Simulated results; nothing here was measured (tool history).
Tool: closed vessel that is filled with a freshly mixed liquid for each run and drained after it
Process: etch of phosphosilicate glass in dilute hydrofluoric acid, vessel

run,day,temperature setpoint of the liquid (K),parts of water to one part of 49 % hydrofluoric acid (parts by volume),time in the liquid (s),thickness taken off the phosphosilicate glass on a monitor wafer (angstrom)
1,0.000,296.15,135,90,640.04
2,0.254,296.15,175,90,466.34
3,0.396,296.15,160,90,520.43
4,0.529,298.65,160,90,577.64
5,0.596,299.65,145,90,672.11
6,0.762,300.15,135,90,748.08
7,1.021,300.65,125,90,830.52
# day 1.275: hydrofluoric acid flow meter replaced
8,1.275,300.65,125,90,891.07
9,1.567,301.15,120,90,957.66
10,1.683,301.15,120,90,948.81
11,1.996,301.65,115,90,1023.00

The next listed run, before its measurement:
12,2.354,302.15,110,90,?

Run 12 gave thickness taken off the phosphosilicate glass on a monitor wafer (angstrom) 1097.50.

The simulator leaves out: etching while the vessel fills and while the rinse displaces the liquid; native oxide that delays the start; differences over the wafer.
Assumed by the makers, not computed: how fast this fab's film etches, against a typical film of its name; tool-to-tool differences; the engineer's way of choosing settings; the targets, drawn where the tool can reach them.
